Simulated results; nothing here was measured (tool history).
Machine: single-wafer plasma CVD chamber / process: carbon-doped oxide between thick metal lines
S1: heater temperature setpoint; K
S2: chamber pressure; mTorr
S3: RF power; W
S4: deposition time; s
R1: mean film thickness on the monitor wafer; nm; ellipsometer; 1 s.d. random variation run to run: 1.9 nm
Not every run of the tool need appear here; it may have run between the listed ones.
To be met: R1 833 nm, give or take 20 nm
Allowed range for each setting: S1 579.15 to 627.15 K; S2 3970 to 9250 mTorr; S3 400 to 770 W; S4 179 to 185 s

{"run": 1, "hour": 0.0, "S1": 603.15, "S2": 6610, "S3": 585, "S4": 179, "R1": 1039.2}
{"run": 2, "hour": 0.7, "S1": 603.15, "S2": 6610, "S3": 585, "S4": 185, "R1": 1076}
{"run": 3, "hour": 9.1, "S1": 603.15, "S2": 6610, "S3": 585, "S4": 185, "R1": 1079.9}
{"run": 4, "hour": 17.4, "S1": 606.15, "S2": 6420, "S3": 525, "S4": 183, "R1": 993.86}
{"run": 5, "hour": 18.1, "S1": 612.15, "S2": 6420, "S3": 525, "S4": 183, "R1": 971.6}
{"run": 6, "hour": 25.6, "S1": 614.15, "S2": 6310, "S3": 490, "S4": 182, "R1": 926.22}
{"run": 7, "hour": 29.5, "S1": 616.15, "S2": 6210, "S3": 465, "S4": 181, "R1": 882.31}
{"run": 8, "hour": 30.2, "S1": 617.15, "S2": 6100, "S3": 455, "S4": 181, "R1": 867.6}
{"run": 9, "hour": 36.8, "S1": 618.15, "S2": 5980, "S3": 450, "S4": 181, "R1": 859.35}

Which of these 5 next moves meets every target?
{"run": "A", "hour": 43.4, "S1": 627.15, "S2": 6050, "S3": 400, "S4": 182, "R1": "?"}
{"run": "B", "hour": 43.4, "S1": 612.15, "S2": 5450, "S3": 405, "S4": 179, "R1": "?"}
{"run": "C", "hour": 43.4, "S1": 616.15, "S2": 4670, "S3": 435, "S4": 185, "R1": "?"}
{"run": "D", "hour": 43.4, "S1": 618.15, "S2": 5730, "S3": 480, "S4": 181, "R1": "?"}
{"run": "E", "hour": 43.4, "S1": 619.15, "S2": 6330, "S3": 400, "S4": 180, "R1": "?"}

move=A R1=781.61
move=B R1=796.93
move=C R1=827.25
move=D R1=883.58
move=E R1=795.72
A: pushes the last run's worst result past its target
B: pushes the last run's worst result past its target
C: hits every target within its allowed miss
D: further off than the last run
E: pushes the last run's worst result past its target
The right move is C.
